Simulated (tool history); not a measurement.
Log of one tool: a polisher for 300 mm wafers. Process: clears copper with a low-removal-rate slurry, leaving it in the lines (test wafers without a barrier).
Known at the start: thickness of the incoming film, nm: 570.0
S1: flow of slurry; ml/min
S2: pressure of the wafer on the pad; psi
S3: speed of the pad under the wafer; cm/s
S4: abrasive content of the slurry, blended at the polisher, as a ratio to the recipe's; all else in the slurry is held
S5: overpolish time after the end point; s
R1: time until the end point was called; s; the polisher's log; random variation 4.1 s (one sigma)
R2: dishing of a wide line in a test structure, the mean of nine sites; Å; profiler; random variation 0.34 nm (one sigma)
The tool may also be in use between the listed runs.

run  hour   S1   S2   S3  S4  S5      R1      R2
  1     0  310  3.3  106   1  18  149.98  443.01
  2   8.4  310  2.9  104   1  19  181.97  408.79
  3    10  310  3.7  104   1  19  145.32  497.26
  4  14.3  310  4.5  104   1  19  118.18  600.46
  5  18.5  245  4.5  104   1  19  119.51  580.65
  6  26.9  245  3.9  102   1  20  142.65  529.97
  7  30.5  245  3.9  102   1  20  142.04  532.07
  8  35.4  245  2.9   98   1  24  187.99  473.22
  9  38.6  245  2.6   96   1  24  219.87   429.7
 10    40  245  2.6   96   1  24   213.8   420.1
 11  44.4  245  1.6   94   1  25  330.42  299.49
 12  50.6  250  1.7   94   1  25  310.01  310.94
 13  51.7  250  1.7   94   1  25  318.51  310.88

The next listed run, before its measurement:
 14  55.1  250  1.8  94   1  25   ?   ?

Run 14 gave R1 302.66 s, R2 328.73 Å.
